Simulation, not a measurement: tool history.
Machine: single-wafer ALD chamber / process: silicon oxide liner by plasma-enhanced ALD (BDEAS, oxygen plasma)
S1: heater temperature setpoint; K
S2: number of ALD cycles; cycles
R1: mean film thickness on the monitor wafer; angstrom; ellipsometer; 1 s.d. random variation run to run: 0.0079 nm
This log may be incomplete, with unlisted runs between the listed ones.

Run 1, hour 0: S1 583.15 K, S2 34 cycles. Result: R1 33.162 angstrom.
Run 2, hour 2.5: S1 583.15 K, S2 30 cycles. Result: R1 29.302 angstrom.
Run 3, hour 6.4: S1 582.15 K, S2 32 cycles. Result: R1 31.325 angstrom.
Run 4, hour 7.7: S1 582.15 K, S2 28 cycles. Result: R1 27.355 angstrom.
Run 5, hour 15.7: S1 575.15 K, S2 28 cycles. Result: R1 27.722 angstrom.
Run 6, hour 20.1: S1 574.15 K, S2 31 cycles. Result: R1 30.69 angstrom.

Forecast run 7:
Run 7, hour 24.3: S1 573.15 K, S2 33 cycles. Result: R1 ?.

{"run 7": {"R1": 32.621}}

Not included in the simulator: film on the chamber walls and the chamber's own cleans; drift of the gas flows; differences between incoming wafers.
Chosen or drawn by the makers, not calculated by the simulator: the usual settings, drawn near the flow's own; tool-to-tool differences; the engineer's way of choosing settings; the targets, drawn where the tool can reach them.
